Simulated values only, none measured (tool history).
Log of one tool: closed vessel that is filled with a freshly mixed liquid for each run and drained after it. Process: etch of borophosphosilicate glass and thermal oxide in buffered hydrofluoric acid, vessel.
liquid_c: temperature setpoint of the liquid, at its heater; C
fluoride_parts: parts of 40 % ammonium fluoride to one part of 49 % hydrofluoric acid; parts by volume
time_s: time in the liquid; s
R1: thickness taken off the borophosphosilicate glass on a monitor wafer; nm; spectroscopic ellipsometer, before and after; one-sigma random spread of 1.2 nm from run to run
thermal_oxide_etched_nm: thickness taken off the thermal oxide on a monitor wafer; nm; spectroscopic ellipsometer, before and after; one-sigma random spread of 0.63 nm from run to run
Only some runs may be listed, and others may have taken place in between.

run 1 day=0 | liquid_c=22 fluoride_parts=8 time_s=60 | R1=144.67 thermal_oxide_etched_nm=69.729
run 2 day=0.333 | liquid_c=22 fluoride_parts=7 time_s=60 | R1=166.84 thermal_oxide_etched_nm=80.544
run 3 day=0.4 | liquid_c=22 fluoride_parts=7 time_s=85 | R1=237.15 thermal_oxide_etched_nm=115.31
run 4 day=0.671 | liquid_c=23.5 fluoride_parts=7 time_s=85 | R1=254.27 thermal_oxide_etched_nm=123.65
run 5 day=0.754 | liquid_c=23.5 fluoride_parts=5 time_s=85 | R1=347.95 thermal_oxide_etched_nm=165.62
run 6 day=0.958 | liquid_c=22.5 fluoride_parts=5 time_s=85 | R1=331.21 thermal_oxide_etched_nm=156.97
run 7 day=1.05 | liquid_c=21.5 fluoride_parts=5 time_s=85 | R1=313.87 thermal_oxide_etched_nm=149.42
run 8 day=1.4 | liquid_c=21 fluoride_parts=5 time_s=85 | R1=299.85 thermal_oxide_etched_nm=143.69
run 9 day=1.521 | liquid_c=20.5 fluoride_parts=5 time_s=85 | R1=293.86 thermal_oxide_etched_nm=140.53
run 10 day=1.583 | liquid_c=20 fluoride_parts=5 time_s=85 | R1=285.19 thermal_oxide_etched_nm=136.92

What does the tool deliver on the next run?
run 11 day=1.842 | liquid_c=19.5 fluoride_parts=5 time_s=85 | R1=? thermal_oxide_etched_nm=?

{"run 11": {"R1": 278.26, "thermal_oxide_etched_nm": 131.82}}
